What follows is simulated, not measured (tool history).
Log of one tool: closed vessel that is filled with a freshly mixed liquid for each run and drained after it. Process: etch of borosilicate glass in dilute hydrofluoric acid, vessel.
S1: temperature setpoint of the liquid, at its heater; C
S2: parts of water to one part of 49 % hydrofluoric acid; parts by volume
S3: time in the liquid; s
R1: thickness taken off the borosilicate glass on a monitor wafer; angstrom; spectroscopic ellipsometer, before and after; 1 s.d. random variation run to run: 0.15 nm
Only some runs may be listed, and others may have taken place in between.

run 1 hour=0.0 | S1=22.0 S2=70 S3=90 | R1=346.44
run 2 hour=0.9 | S1=20.5 S2=75 S3=90 | R1=295.45
run 3 hour=4.0 | S1=19.5 S2=80 S3=90 | R1=263.85
run 4 hour=12.6 | S1=19.5 S2=90 S3=90 | R1=236.56
run 5 hour=19.7 | S1=23.0 S2=90 S3=90 | R1=271.04
run 6 hour=23.5 | S1=21.5 S2=90 S3=90 | R1=255.94
run 7 hour=30.4 | S1=20.5 S2=90 S3=90 | R1=246.56
run 8 hour=33.3 | S1=19.5 S2=90 S3=90 | R1=232.04

Run 9 comes next. What will it give?
run 9 hour=35.0 | S1=19.0 S2=90 S3=90 | R1=?

R1: 232.18 angstrom
